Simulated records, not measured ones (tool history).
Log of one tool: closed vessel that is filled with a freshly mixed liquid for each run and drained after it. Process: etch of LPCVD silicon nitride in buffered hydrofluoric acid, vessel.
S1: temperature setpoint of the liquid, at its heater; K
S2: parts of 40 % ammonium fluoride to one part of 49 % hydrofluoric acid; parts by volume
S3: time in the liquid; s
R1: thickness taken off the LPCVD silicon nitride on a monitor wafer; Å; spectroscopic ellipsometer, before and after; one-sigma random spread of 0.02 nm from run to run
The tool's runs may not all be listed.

run 1 hour=0.0 | S1=295.15 S2=12.5 S3=270 | R1=27.693
run 2 hour=2.9 | S1=295.15 S2=11.0 S3=270 | R1=31.819
run 3 hour=11.6 | S1=295.65 S2=11.0 S3=270 | R1=32.964
run 4 hour=13.1 | S1=297.15 S2=11.0 S3=270 | R1=35.503
run 5 hour=19.9 | S1=297.15 S2=11.0 S3=270 | R1=35.176
run 6 hour=21.7 | S1=297.15 S2=11.0 S3=215 | R1=28.477
run 7 hour=23.6 | S1=297.65 S2=11.0 S3=215 | R1=29.216

Run 8 comes next. What will it give?
run 8 hour=31.4 | S1=298.15 S2=11.0 S3=215 | R1=?

{"run 8": {"R1": 30.007}}

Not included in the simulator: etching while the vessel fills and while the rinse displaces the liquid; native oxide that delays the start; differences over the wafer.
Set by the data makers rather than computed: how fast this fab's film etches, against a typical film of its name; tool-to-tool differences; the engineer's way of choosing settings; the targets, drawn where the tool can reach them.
